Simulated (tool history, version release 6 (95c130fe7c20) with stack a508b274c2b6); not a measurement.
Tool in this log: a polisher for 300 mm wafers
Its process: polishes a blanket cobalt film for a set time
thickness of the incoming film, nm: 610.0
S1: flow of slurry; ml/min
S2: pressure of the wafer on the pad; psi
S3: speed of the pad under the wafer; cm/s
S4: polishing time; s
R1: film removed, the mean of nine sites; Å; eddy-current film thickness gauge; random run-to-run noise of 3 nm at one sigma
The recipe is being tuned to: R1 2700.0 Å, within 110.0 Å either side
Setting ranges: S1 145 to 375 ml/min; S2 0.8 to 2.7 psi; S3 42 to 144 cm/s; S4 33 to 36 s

run,day,S1,S2,S3,S4,R1
1,0.000,240,1.7,92,36,1647.8
2,0.296,240,1.9,92,36,1783.9
3,0.558,285,1.9,92,36,1843.7
4,0.771,285,2.3,92,36,2205.4
5,1.021,285,2.0,92,36,1929.6
6,1.283,285,2.0,108,36,2289.3
7,1.383,285,2.1,108,36,2359.9
8,1.554,285,2.2,108,36,2457.2
9,1.762,285,2.3,108,36,2530.6
10,2.046,290,2.3,108,36,2590.5
11,2.179,295,2.3,108,36,2529.3

Pick the move, out of 4, that brings all results within their allowed miss; only one does.
A,2.312,305,2.2,104,35,?
B,2.312,260,2.1,128,35,?
C,2.312,305,2.5,116,36,?
D,2.312,275,2.3,110,33,?

move,R1
A,2352.4
B,2717.0
C,3029.7
D,2416.6
A: misses by more than the last run did
B: meets every target
C: moves the result that the last run missed by most past its target, out the other side
D: misses by more than the last run did
Answer: B
